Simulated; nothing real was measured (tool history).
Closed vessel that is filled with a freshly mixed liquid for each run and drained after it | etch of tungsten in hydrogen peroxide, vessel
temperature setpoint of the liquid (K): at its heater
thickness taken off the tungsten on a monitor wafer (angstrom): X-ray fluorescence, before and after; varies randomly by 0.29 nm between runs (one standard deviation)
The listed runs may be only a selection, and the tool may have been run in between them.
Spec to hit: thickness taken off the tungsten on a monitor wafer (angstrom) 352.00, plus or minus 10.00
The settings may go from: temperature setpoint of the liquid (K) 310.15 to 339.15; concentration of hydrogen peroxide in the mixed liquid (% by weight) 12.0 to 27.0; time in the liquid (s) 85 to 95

run	hour	temperature setpoint of the liquid (K)	concentration of hydrogen peroxide in the mixed liquid (% by weight)	time in the liquid (s)	thickness taken off the tungsten on a monitor wafer (angstrom)
1	0.0	326.15	18.0	85	742.36
2	8.3	332.65	18.0	85	1077.20
3	12.7	330.15	18.0	85	925.33
4	17.3	330.15	18.0	85	937.61
5	18.7	330.15	18.0	85	924.42
6	19.4	330.15	14.5	85	829.49
7	21.5	328.15	14.5	85	744.22
8	29.8	326.15	14.5	85	664.74
9	33.0	318.15	14.0	85	392.95
10	37.5	318.15	14.0	85	395.08
11	41.8	315.65	14.0	85	337.46

4 next moves are on the table. One of them brings every result within its allowed miss. Which?
A	46.1	313.15	14.0	95	?
B	46.1	317.65	12.0	85	?
C	46.1	316.15	12.0	85	?
D	46.1	314.15	15.5	85	?

move	thickness taken off the tungsten on a monitor wafer (angstrom)
A	321.78
B	355.78
C	323.43
D	323.25
A: the biggest miss grows against the last run
B: in spec on every target
C: the biggest miss grows against the last run
D: the biggest miss grows against the last run
The move that meets every target is B.
